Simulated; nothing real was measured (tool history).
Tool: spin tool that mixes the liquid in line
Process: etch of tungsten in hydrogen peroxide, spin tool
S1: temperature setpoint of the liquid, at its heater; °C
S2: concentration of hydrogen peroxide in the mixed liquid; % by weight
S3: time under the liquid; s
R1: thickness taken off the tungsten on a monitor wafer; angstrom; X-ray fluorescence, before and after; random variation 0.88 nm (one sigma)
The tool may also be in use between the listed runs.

run 1 hour=0 | S1=58 S2=24 S3=50 | R1=1636.8
run 2 hour=0.8 | S1=58 S2=21 S3=50 | R1=1521.9
run 3 hour=7.3 | S1=56.5 S2=21 S3=50 | R1=1375.8
run 4 hour=9.8 | S1=55.5 S2=21 S3=50 | R1=1309.5
run 5 hour=13.7 | S1=54.5 S2=21 S3=50 | R1=1219.8
run 6 hour=22 | S1=54.5 S2=21 S3=50 | R1=1224.4
run 7 hour=30.7 | S1=53.5 S2=21 S3=50 | R1=1150.1
run 8 hour=32.4 | S1=53 S2=21 S3=50 | R1=1130.3

Run 9 comes next. What will it give?
run 9 hour=33.6 | S1=52.5 S2=21 S3=50 | R1=?

{"run 9": {"R1": 1096.6}}
